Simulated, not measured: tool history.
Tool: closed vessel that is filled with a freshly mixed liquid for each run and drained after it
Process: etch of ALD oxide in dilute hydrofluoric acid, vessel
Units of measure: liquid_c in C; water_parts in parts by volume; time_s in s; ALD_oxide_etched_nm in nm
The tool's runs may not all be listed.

run	day	liquid_c	water_parts	time_s	ALD_oxide_etched_nm
1	0.000	25.0	85	30	9.7671
2	0.250	25.0	110	30	7.2450
3	0.421	25.0	80	30	10.4160
4	0.479	28.5	80	30	11.8720
5	0.846	25.5	80	30	10.6150
6	0.929	25.5	80	30	10.6260
7	1.162	26.5	70	30	12.7650
8	1.504	27.5	65	30	14.4130
9	1.800	28.5	60	30	16.5010
10	2.017	32.5	40	30	29.7330
11	2.067	32.0	40	30	29.2950
12	2.250	31.5	40	30	28.5020
13	2.471	31.5	40	30	28.5450
14	2.825	31.0	40	30	27.8150

Run 15 is up next; what results do you expect?
15	3.000	30.5	40	30	?

{"run 15": {"ALD_oxide_etched_nm": 27.627}}

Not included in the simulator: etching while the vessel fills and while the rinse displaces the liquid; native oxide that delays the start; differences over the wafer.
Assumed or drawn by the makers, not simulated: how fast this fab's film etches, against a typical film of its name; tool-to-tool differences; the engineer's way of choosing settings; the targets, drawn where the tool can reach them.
